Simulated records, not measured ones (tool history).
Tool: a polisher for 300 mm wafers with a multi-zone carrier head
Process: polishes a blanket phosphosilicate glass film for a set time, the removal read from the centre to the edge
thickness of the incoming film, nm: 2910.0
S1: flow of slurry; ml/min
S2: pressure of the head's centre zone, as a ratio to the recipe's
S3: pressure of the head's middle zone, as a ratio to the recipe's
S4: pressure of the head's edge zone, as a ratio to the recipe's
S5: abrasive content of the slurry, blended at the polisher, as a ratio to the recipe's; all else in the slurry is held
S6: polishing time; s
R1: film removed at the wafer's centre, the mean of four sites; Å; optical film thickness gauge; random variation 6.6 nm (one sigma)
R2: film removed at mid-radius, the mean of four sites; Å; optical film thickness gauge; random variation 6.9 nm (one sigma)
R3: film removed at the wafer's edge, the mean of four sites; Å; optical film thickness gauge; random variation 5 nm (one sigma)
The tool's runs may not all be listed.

Run 1, hour 0: S1 180 ml/min, S2 1, S3 1, S4 1, S5 1, S6 71 s. Result: R1 5021.1 Å, R2 4771.5 Å, R3 5085.8 Å.
Run 2, hour 7.2: S1 180 ml/min, S2 1.05, S3 1, S4 1, S5 1, S6 71 s. Result: R1 5215.8 Å, R2 4759.4 Å, R3 5188.9 Å.
Run 3, hour 10.5: S1 180 ml/min, S2 1.05, S3 1, S4 1, S5 1, S6 84 s. Result: R1 6339.3 Å, R2 5609.6 Å, R3 6000 Å.
Run 4, hour 12: S1 180 ml/min, S2 1.05, S3 1, S4 1, S5 1.2, S6 84 s. Result: R1 6448.8 Å, R2 6182.2 Å, R3 6400.9 Å.
Run 5, hour 20.3: S1 180 ml/min, S2 1.05, S3 0.92, S4 1, S5 1.2, S6 84 s. Result: R1 6569.1 Å, R2 5853.7 Å, R3 6486 Å.
Run 6, hour 27.3: S1 175 ml/min, S2 1.02, S3 0.93, S4 1.01, S5 1.2, S6 84 s. Result: R1 6586 Å, R2 5751.5 Å, R3 6463.5 Å.
Run 7, hour 29.6: S1 225 ml/min, S2 0.92, S3 1.03, S4 1.11, S5 0.95, S6 83 s. Result: R1 5422.8 Å, R2 5682.3 Å, R3 6283.8 Å.
Run 8, hour 33.5: S1 225 ml/min, S2 0.91, S3 1.03, S4 1.11, S5 0.95, S6 83 s. Result: R1 5423.5 Å, R2 5742.4 Å, R3 6241.2 Å.

Run 9 comes next. What will it give?
Run 9, hour 36.5: S1 225 ml/min, S2 0.9, S3 1.03, S4 1.11, S5 0.95, S6 83 s. Result: R1 ?, R2 ?, R3 ?.

Run 9 gave R1 5278.4 Å, R2 5813.1 Å, R3 6341.1 Å.

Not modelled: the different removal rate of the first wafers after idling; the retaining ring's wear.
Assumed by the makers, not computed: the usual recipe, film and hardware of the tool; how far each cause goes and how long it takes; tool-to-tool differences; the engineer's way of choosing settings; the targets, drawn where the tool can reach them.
